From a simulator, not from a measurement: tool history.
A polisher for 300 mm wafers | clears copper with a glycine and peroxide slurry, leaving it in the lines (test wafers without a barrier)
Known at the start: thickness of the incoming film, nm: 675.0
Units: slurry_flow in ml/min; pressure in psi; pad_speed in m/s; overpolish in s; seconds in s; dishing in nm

run  hour  slurry_flow  pressure  pad_speed  overpolish  seconds  dishing
  1     0          275       3.1       1.08          26   124.19   24.638
  2   7.8          265       3.5       1.12          21   107.35   23.813
  3  11.5          270       3.9       1.12          22   100.24   23.555
  4  19.8          270       4.6       1.12          22   86.408   24.459
  5  24.5          265       4.6       1.16          18   84.469   24.314
  6  25.9          265       4.6       1.32          18   76.387   23.534
  7  28.7          260       4.6       1.34          17   76.208   24.526

Run 8 comes next. What will it give?
  8    30          295       4.6       1.34          19        ?        ?

seconds: 74.185 s
dishing: 23.093 nm

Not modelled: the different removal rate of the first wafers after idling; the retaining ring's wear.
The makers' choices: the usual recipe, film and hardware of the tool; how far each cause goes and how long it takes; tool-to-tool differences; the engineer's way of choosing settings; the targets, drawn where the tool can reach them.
